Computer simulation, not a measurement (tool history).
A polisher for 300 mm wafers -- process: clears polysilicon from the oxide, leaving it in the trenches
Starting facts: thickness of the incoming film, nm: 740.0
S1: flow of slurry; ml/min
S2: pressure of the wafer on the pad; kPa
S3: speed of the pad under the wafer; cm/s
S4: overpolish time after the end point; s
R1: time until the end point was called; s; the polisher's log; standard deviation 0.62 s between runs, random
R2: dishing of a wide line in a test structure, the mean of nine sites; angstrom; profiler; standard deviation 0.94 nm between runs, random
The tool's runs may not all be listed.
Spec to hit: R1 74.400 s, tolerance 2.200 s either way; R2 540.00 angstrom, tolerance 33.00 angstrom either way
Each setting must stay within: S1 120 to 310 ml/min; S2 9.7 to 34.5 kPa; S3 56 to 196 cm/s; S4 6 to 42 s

{"run": 1, "hour": 0.0, "S1": 200, "S2": 22.1, "S3": 126, "S4": 21, "R1": 33.233, "R2": 603.36}
{"run": 2, "hour": 7.7, "S1": 195, "S2": 19.3, "S3": 120, "S4": 19, "R1": 38.675, "R2": 630.82}
{"run": 3, "hour": 15.9, "S1": 145, "S2": 19.3, "S3": 120, "S4": 19, "R1": 40.381, "R2": 596.77}
{"run": 4, "hour": 19.5, "S1": 145, "S2": 19.3, "S3": 120, "S4": 28, "R1": 40.806, "R2": 599.42}
{"run": 5, "hour": 26.8, "S1": 140, "S2": 17.9, "S3": 112, "S4": 31, "R1": 46.255, "R2": 603.76}
{"run": 6, "hour": 32.5, "S1": 135, "S2": 16.5, "S3": 108, "S4": 31, "R1": 51.738, "R2": 607.9}
{"run": 7, "hour": 41.1, "S1": 130, "S2": 15.2, "S3": 106, "S4": 31, "R1": 56.319, "R2": 585.5}
{"run": 8, "hour": 44.1, "S1": 130, "S2": 13.8, "S3": 106, "S4": 29, "R1": 62.024, "R2": 602.33}
{"run": 9, "hour": 51.1, "S1": 130, "S2": 13.1, "S3": 106, "S4": 31, "R1": 63.067, "R2": 620.99}
{"run": 10, "hour": 51.7, "S1": 130, "S2": 13.8, "S3": 98, "S4": 27, "R1": 65.092, "R2": 602.37}
{"run": 11, "hour": 57.7, "S1": 145, "S2": 11.0, "S3": 92, "S4": 17, "R1": 79.161, "R2": 565.77}
{"run": 12, "hour": 62.6, "S1": 180, "S2": 12.4, "S3": 92, "S4": 7, "R1": 70.117, "R2": 424.5}
{"run": 13, "hour": 64.2, "S1": 125, "S2": 12.4, "S3": 94, "S4": 17, "R1": 74.538, "R2": 587.44}

Pick the move, out of 5, that brings all results within their allowed miss; only one does.
{"run": "A", "hour": 65.8, "S1": 160, "S2": 15.2, "S3": 78, "S4": 26, "R1": "?", "R2": "?"}
{"run": "B", "hour": 65.8, "S1": 120, "S2": 11.7, "S3": 94, "S4": 9, "R1": "?", "R2": "?"}
{"run": "C", "hour": 65.8, "S1": 120, "S2": 9.7, "S3": 104, "S4": 10, "R1": "?", "R2": "?"}
{"run": "D", "hour": 65.8, "S1": 120, "S2": 11.0, "S3": 104, "S4": 12, "R1": "?", "R2": "?"}
{"run": "E", "hour": 65.8, "S1": 135, "S2": 14.5, "S3": 78, "S4": 14, "R1": "?", "R2": "?"}

move=A R1=73.006 R2=604.98
move=B R1=78.601 R2=467.22
move=C R1=81.399 R2=481.66
move=D R1=74.387 R2=531.66
move=E R1=78.320 R2=547.48
A: further off than the last run
B: the result that was furthest off in the last run now lies on the other side of its target
C: the result that was furthest off in the last run now lies on the other side of its target
D: hits every target within its allowed miss
E: the furthest-off result lands on target, but another misses its tolerance
Correct choice: D, which meets every target
